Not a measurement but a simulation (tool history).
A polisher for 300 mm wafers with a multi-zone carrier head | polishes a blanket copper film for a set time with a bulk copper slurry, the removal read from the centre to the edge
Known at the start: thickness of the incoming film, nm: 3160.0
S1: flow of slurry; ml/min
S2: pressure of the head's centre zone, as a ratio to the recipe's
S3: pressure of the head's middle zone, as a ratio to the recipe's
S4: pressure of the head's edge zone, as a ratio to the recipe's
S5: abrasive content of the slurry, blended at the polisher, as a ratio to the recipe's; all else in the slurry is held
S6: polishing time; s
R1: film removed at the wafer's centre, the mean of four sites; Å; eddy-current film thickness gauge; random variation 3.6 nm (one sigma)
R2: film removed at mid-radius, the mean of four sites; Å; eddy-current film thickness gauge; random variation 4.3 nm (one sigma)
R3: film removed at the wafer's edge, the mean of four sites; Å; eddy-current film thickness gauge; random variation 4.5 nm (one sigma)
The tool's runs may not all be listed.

| run | day | S1 | S2 | S3 | S4 | S5 | S6 | R1 | R2 | R3 |
|---|---|---|---|---|---|---|---|---|---|---|
| 1 | 0.000 | 170 | 1.00 | 1.00 | 1.00 | 1.00 | 89 | 5219.3 | 5158.5 | 5305.4 |
| 2 | 0.071 | 170 | 1.00 | 1.03 | 1.00 | 1.00 | 89 | 5101.7 | 5275.9 | 5059.0 |
| 3 | 0.096 | 170 | 1.00 | 1.03 | 1.00 | 0.90 | 89 | 5146.9 | 5110.1 | 4905.0 |
| 4 | 0.392 | 165 | 0.98 | 1.02 | 0.99 | 0.80 | 83 | 4442.5 | 4704.3 | 4475.0 |
| 5 | 0.742 | 165 | 0.98 | 1.02 | 0.99 | 0.95 | 83 | 4572.3 | 4729.6 | 4576.9 |
| 6 | 1.062 | 165 | 0.98 | 1.02 | 0.99 | 0.95 | 94 | 5332.4 | 5297.5 | 5371.2 |
| 7 | 1.342 | 155 | 0.99 | 1.00 | 0.96 | 0.85 | 87 | 4777.8 | 4681.3 | 4683.2 |
| 8 | 1.679 | 145 | 0.99 | 0.99 | 0.93 | 0.75 | 83 | 4405.6 | 4355.6 | 4212.7 |

Forecast run 9:
| 9 | 1.988 | 140 | 0.99 | 0.98 | 0.91 | 0.70 | 79 | ? | ? | ? |

R1: 4042.5 Å
R2: 3911.2 Å
R3: 4009.9 Å

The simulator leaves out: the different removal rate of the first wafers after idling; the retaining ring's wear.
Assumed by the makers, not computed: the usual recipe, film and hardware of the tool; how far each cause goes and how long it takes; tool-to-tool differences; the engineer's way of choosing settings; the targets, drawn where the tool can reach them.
